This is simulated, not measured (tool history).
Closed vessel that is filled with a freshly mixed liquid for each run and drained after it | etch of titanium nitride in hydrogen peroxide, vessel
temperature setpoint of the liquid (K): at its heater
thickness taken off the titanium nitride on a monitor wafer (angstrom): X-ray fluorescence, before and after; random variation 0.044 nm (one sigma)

run	hour	temperature setpoint of the liquid (K)	concentration of hydrogen peroxide in the mixed liquid (% by weight)	time in the liquid (s)	thickness taken off the titanium nitride on a monitor wafer (angstrom)
1	0.0	319.15	15.5	850	233.49
2	7.8	319.15	15.5	850	232.47
3	11.0	319.15	15.5	850	234.00
4	14.2	318.15	15.5	850	218.45
5	17.9	317.15	15.5	850	201.58
6	25.2	316.15	15.5	850	187.07
7	29.7	315.65	15.5	850	180.40
8	34.0	312.15	15.5	850	137.97

Forecast run 9:
9	43.6	312.65	15.5	850	?

Run 9 gave thickness taken off the titanium nitride on a monitor wafer (angstrom) 142.36.

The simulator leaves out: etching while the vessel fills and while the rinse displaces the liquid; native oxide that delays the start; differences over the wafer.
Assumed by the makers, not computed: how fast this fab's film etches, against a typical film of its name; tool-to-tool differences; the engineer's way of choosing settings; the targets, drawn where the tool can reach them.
